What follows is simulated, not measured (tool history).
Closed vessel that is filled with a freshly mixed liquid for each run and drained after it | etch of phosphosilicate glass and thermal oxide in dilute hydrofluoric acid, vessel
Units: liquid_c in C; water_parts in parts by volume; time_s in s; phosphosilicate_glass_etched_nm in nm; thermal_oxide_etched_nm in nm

| run | hour | liquid_c | water_parts | time_s | phosphosilicate_glass_etched_nm | thermal_oxide_etched_nm |
|---|---|---|---|---|---|---|
| 1 | 0 | 24 | 55 | 60 | 81.056 | 4.5892 |
| 2 | 4.1 | 24 | 65 | 60 | 67.03 | 3.824 |
| 3 | 13.1 | 24 | 50 | 60 | 89.027 | 5.0841 |
| 4 | 19.1 | 26.5 | 50 | 60 | 98.877 | 5.6273 |
| 5 | 20.6 | 27 | 50 | 60 | 101.99 | 5.8008 |
| 6 | 26.3 | 27.5 | 50 | 60 | 102.49 | 5.84 |
| 7 | 31.3 | 28 | 50 | 60 | 104.83 | 5.9856 |

The next listed run, before its measurement:
| 8 | 39.9 | 28.5 | 50 | 60 | ? | ? |

{"run 8": {"phosphosilicate_glass_etched_nm": 107.76, "thermal_oxide_etched_nm": 6.1073}}
